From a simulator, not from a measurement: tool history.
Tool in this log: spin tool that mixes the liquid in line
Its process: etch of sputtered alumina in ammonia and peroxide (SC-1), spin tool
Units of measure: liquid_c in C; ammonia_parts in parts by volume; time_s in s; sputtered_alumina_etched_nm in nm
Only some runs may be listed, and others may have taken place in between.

{"run": 1, "hour": 0.0, "liquid_c": 55, "ammonia_parts": 0.95, "time_s": 180, "sputtered_alumina_etched_nm": 10.024}
{"run": 2, "hour": 8.1, "liquid_c": 51, "ammonia_parts": 0.95, "time_s": 180, "sputtered_alumina_etched_nm": 8.0676}
{"run": 3, "hour": 9.9, "liquid_c": 51, "ammonia_parts": 0.85, "time_s": 180, "sputtered_alumina_etched_nm": 8.0142}
{"run": 4, "hour": 11.3, "liquid_c": 51, "ammonia_parts": 0.65, "time_s": 180, "sputtered_alumina_etched_nm": 7.7718}
{"run": 5, "hour": 18.1, "liquid_c": 48.5, "ammonia_parts": 0.65, "time_s": 180, "sputtered_alumina_etched_nm": 6.8467}
{"run": 6, "hour": 19.0, "liquid_c": 48.5, "ammonia_parts": 0.85, "time_s": 180, "sputtered_alumina_etched_nm": 6.9941}
{"run": 7, "hour": 21.6, "liquid_c": 46.5, "ammonia_parts": 0.85, "time_s": 180, "sputtered_alumina_etched_nm": 6.2784}

Run 8, settings as shown, results not yet in. Your forecast:
{"hour": 27.0, "done": "new drum of ammonia solution connected"}
{"run": 8, "hour": 27.0, "liquid_c": 45, "ammonia_parts": 0.85, "time_s": 180, "sputtered_alumina_etched_nm": "?"}

sputtered_alumina_etched_nm: 5.7417 nm

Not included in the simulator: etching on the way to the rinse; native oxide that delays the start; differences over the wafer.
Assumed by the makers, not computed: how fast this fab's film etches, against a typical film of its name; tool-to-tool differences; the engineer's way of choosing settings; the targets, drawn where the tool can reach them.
